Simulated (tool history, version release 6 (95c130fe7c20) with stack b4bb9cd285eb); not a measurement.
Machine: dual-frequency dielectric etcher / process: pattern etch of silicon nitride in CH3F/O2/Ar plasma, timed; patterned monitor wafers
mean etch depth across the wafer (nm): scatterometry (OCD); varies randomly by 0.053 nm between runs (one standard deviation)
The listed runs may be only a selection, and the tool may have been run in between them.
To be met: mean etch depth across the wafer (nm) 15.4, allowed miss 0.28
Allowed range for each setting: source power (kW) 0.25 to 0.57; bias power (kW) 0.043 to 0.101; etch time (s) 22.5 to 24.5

run    day  source power (kW)  bias power (kW)  etch time (s)  mean etch depth across the wafer (nm)
  1      0               0.41            0.072           24.5                                 16.945
  2  0.121               0.39            0.071           24.5                                  16.64
  3  0.288               0.37             0.07           24.5                                 16.179
  4  0.575               0.37             0.07           22.5                                 14.952
  5   0.95               0.37            0.062           22.5                                 14.742
  6  0.992               0.37            0.062           22.5                                 14.628
  7  1.117               0.38            0.062           22.5                                 14.741
  8  1.342               0.39            0.062           22.5                                 14.949
  9  1.521                0.4            0.062           22.5                                 15.019

5 next moves are on the table. One of them brings every result within its allowed miss. Which?
  A  1.7               0.39            0.072           22.5                                      ?
  B  1.7               0.39            0.043             23                                      ?
  C  1.7               0.42            0.056           22.5                                      ?
  D  1.7               0.39            0.066             24                                      ?
  E  1.7                0.4            0.063             24                                      ?

move  mean etch depth across the wafer (nm)
   A                                 15.246
   B                                 14.343
   C                                 14.948
   D                                 16.005
   E                                 16.005
A: hits every target within its allowed miss
B: its largest miss is bigger than the last run's
C: its largest miss is bigger than the last run's
D: takes the result that was furthest off past its target
E: takes the result that was furthest off past its target
A is the move that brings every result within its allowed miss.
